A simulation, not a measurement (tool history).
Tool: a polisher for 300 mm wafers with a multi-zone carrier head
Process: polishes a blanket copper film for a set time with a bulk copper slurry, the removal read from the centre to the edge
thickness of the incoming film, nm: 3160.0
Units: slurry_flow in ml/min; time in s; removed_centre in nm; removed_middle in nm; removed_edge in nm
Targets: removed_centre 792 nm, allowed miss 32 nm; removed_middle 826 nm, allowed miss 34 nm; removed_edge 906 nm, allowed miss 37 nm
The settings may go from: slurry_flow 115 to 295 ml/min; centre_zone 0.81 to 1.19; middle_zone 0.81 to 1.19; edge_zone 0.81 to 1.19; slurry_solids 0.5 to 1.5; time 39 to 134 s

| run | hour | slurry_flow | centre_zone | middle_zone | edge_zone | slurry_solids | time | removed_centre | removed_middle | removed_edge |
|---|---|---|---|---|---|---|---|---|---|---|
| 1 | 0 | 190 | 1 | 1 | 1 | 1 | 86 | 726.68 | 743.82 | 759.17 |
| 2 | 4.7 | 190 | 1 | 1 | 1.06 | 1 | 86 | 741.88 | 727.4 | 751.97 |
| 3 | 6.2 | 190 | 1 | 1 | 1.12 | 1 | 86 | 750.44 | 739.23 | 783.15 |
| 4 | 8.6 | 195 | 0.98 | 1 | 1.14 | 1.05 | 87 | 741.66 | 764.47 | 822.19 |
| 5 | 16.5 | 195 | 1.06 | 1 | 1.14 | 1.05 | 87 | 797.55 | 746.69 | 809.48 |
| 6 | 22.8 | 195 | 1.06 | 1 | 1.14 | 1.2 | 87 | 800.12 | 760.29 | 829.59 |
| 7 | 24.1 | 200 | 1.05 | 1 | 1.15 | 1.25 | 87 | 798.77 | 752.13 | 825.53 |
| 8 | 32.6 | 200 | 1.03 | 1 | 1.16 | 1.25 | 88 | 804.1 | 769.27 | 860.23 |
| 9 | 36.2 | 200 | 1.02 | 1.01 | 1.17 | 1.25 | 88 | 789.12 | 786.45 | 857.43 |
| 10 | 37.4 | 200 | 1.01 | 1.01 | 1.17 | 1.25 | 88 | 775.74 | 765.64 | 845.63 |

Which of these 5 next moves meets every target?
| A | 38.6 | 125 | 1.02 | 1.07 | 1.19 | 1.1 | 100 | ? | ? | ? |
| B | 38.6 | 220 | 1.12 | 1.03 | 1.18 | 1.2 | 77 | ? | ? | ? |
| C | 38.6 | 215 | 0.98 | 1.19 | 1 | 1.05 | 93 | ? | ? | ? |
| D | 38.6 | 225 | 1.08 | 1.01 | 1.08 | 0.95 | 83 | ? | ? | ? |
| E | 38.6 | 195 | 0.98 | 1.06 | 1.18 | 1.15 | 83 | ? | ? | ? |

| move | removed_centre | removed_middle | removed_edge |
|---|---|---|---|
| A | 794.85 | 832.38 | 895 |
| B | 773.07 | 706.23 | 753.81 |
| C | 799.38 | 928.5 | 820.58 |
| D | 781.48 | 730.36 | 755.44 |
| E | 709.69 | 759.16 | 796.63 |
A: meets every target
B: further off than the last run
C: takes the result that was furthest off past its target
D: further off than the last run
E: further off than the last run
Move A is the one to make.
